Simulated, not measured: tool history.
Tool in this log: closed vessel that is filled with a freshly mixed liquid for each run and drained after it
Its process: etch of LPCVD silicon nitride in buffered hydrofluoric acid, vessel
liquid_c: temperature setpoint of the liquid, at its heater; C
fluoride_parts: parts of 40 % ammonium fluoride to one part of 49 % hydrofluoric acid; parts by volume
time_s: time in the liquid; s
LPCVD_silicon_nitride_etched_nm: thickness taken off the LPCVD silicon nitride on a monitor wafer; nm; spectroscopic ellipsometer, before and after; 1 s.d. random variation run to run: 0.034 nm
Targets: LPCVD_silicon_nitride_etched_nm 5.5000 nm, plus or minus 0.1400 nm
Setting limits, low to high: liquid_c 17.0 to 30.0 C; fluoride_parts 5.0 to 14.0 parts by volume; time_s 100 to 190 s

run,hour,liquid_c,fluoride_parts,time_s,LPCVD_silicon_nitride_etched_nm
1,0.0,22.0,8.5,190,2.8770
2,8.1,22.0,6.0,190,4.1155
3,17.1,22.5,6.0,190,4.2464
4,25.7,22.5,6.0,100,2.1903
5,30.3,22.0,6.0,110,2.3792
6,33.3,23.0,6.0,110,2.5150
7,36.2,22.5,6.0,120,2.6734
8,37.4,23.5,6.0,130,3.0521
9,38.1,23.5,6.0,130,3.0676

Pick the move, out of 4, that brings all results within their allowed miss; only one does.
A,38.8,22.5,5.0,190,?
B,38.8,26.0,6.0,180,?
C,38.8,23.0,5.5,185,?
D,38.8,27.0,5.0,165,?

move,LPCVD_silicon_nitride_etched_nm
A,4.9439
B,4.8546
C,4.5647
D,5.4766
A: closer than the last run, but not yet in spec
B: closer than the last run, but not yet in spec
C: closer than the last run, but not yet in spec
D: every result within its allowed miss
Answer: D
